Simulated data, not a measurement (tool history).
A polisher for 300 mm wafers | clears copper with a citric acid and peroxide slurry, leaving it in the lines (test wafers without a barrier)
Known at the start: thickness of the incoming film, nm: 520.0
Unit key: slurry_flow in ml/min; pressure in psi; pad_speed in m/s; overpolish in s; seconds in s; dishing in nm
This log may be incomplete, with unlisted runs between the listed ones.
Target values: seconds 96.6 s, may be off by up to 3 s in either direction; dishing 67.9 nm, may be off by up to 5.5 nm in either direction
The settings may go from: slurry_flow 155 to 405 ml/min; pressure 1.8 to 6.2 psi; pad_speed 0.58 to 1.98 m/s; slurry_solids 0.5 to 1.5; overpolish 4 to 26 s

Run 1, day 0: slurry_flow 260 ml/min, pressure 4 psi, pad_speed 1.28 m/s, slurry_solids 1, overpolish 13 s. Result: seconds 155.25 s, dishing 31.374 nm.
Run 2, day 0.25: slurry_flow 290 ml/min, pressure 4 psi, pad_speed 1.28 m/s, slurry_solids 1, overpolish 13 s. Result: seconds 151.28 s, dishing 31.277 nm.
Run 3, day 0.612: slurry_flow 290 ml/min, pressure 3.5 psi, pad_speed 1.28 m/s, slurry_solids 1, overpolish 13 s. Result: seconds 166.75 s, dishing 29.845 nm.
Run 4, day 0.708: slurry_flow 295 ml/min, pressure 4 psi, pad_speed 1.28 m/s, slurry_solids 1, overpolish 14 s. Result: seconds 152.1 s, dishing 33.48 nm.
Run 5, day 0.988: slurry_flow 295 ml/min, pressure 4 psi, pad_speed 1.28 m/s, slurry_solids 1, overpolish 11 s. Result: seconds 151.37 s, dishing 26.687 nm.
Run 6, day 1.275: slurry_flow 295 ml/min, pressure 4 psi, pad_speed 1.28 m/s, slurry_solids 0.9, overpolish 11 s. Result: seconds 154.89 s, dishing 25 nm.
Run 7, day 1.512: slurry_flow 290 ml/min, pressure 4.3 psi, pad_speed 1.3 m/s, slurry_solids 0.95, overpolish 12 s. Result: seconds 145.1 s, dishing 30.666 nm.
Run 8, day 1.883: slurry_flow 290 ml/min, pressure 4.6 psi, pad_speed 1.32 m/s, slurry_solids 0.95, overpolish 13 s. Result: seconds 140.74 s, dishing 34.796 nm.
Run 9, day 2.192: slurry_flow 290 ml/min, pressure 4.9 psi, pad_speed 1.38 m/s, slurry_solids 0.95, overpolish 13 s. Result: seconds 132.49 s, dishing 35.483 nm.
Run 10, day 2.275: slurry_flow 290 ml/min, pressure 5.1 psi, pad_speed 1.44 m/s, slurry_solids 0.95, overpolish 14 s. Result: seconds 121.94 s, dishing 40.191 nm.
Run 11, day 2.433: slurry_flow 290 ml/min, pressure 5.3 psi, pad_speed 1.46 m/s, slurry_solids 0.95, overpolish 15 s. Result: seconds 118.75 s, dishing 44.307 nm.
Run 12, day 2.667: slurry_flow 290 ml/min, pressure 5.5 psi, pad_speed 1.48 m/s, slurry_solids 0.95, overpolish 16 s. Result: seconds 114.65 s, dishing 46.255 nm.
Run 13, day 2.779: slurry_flow 290 ml/min, pressure 5.6 psi, pad_speed 1.5 m/s, slurry_solids 0.95, overpolish 17 s. Result: seconds 111.68 s, dishing 51.52 nm.
Run 14, day 3.112: slurry_flow 295 ml/min, pressure 6.2 psi, pad_speed 1.5 m/s, slurry_solids 0.95, overpolish 19 s. Result: seconds 103.35 s, dishing 57.965 nm.
Run 15, day 3.329: slurry_flow 295 ml/min, pressure 6.2 psi, pad_speed 1.52 m/s, slurry_solids 0.95, overpolish 19 s. Result: seconds 102.36 s, dishing 58.283 nm.
Run 16, day 3.642: slurry_flow 295 ml/min, pressure 6.2 psi, pad_speed 1.54 m/s, slurry_solids 0.95, overpolish 19 s. Result: seconds 102.94 s, dishing 58.685 nm.
Run 17, day 3.967: slurry_flow 295 ml/min, pressure 6.2 psi, pad_speed 1.54 m/s, slurry_solids 0.95, overpolish 19 s. Result: seconds 102.19 s, dishing 59.301 nm.

Next run, 5 choices. One meets every target within its allowed miss, the rest don't. Which?
Run A, day 4.292: slurry_flow 285 ml/min, pressure 6 psi, pad_speed 1.5 m/s, slurry_solids 1.1, overpolish 14 s. Result: seconds ?, dishing ?.
Run B, day 4.292: slurry_flow 325 ml/min, pressure 5.4 psi, pad_speed 1.58 m/s, slurry_solids 1, overpolish 15 s. Result: seconds ?, dishing ?.
Run C, day 4.292: slurry_flow 365 ml/min, pressure 6.2 psi, pad_speed 1.74 m/s, slurry_solids 0.75, overpolish 14 s. Result: seconds ?, dishing ?.
Run D, day 4.292: slurry_flow 315 ml/min, pressure 6 psi, pad_speed 1.5 m/s, slurry_solids 0.75, overpolish 19 s. Result: seconds ?, dishing ?.
Run E, day 4.292: slurry_flow 405 ml/min, pressure 6.2 psi, pad_speed 1.72 m/s, slurry_solids 0.7, overpolish 21 s. Result: seconds ?, dishing ?.

move  seconds  dishing
   A   103.83   47.042
   B   108.14   47.909
   C   96.266   50.009
   D   111.24   56.524
   E   97.703   66.883
A: moves away from the targets compared with the last run
B: moves away from the targets compared with the last run
C: gets the furthest-off result to its target, but another result is out of tolerance
D: moves away from the targets compared with the last run
E: every result within its allowed miss
Go with E: it meets all targets.
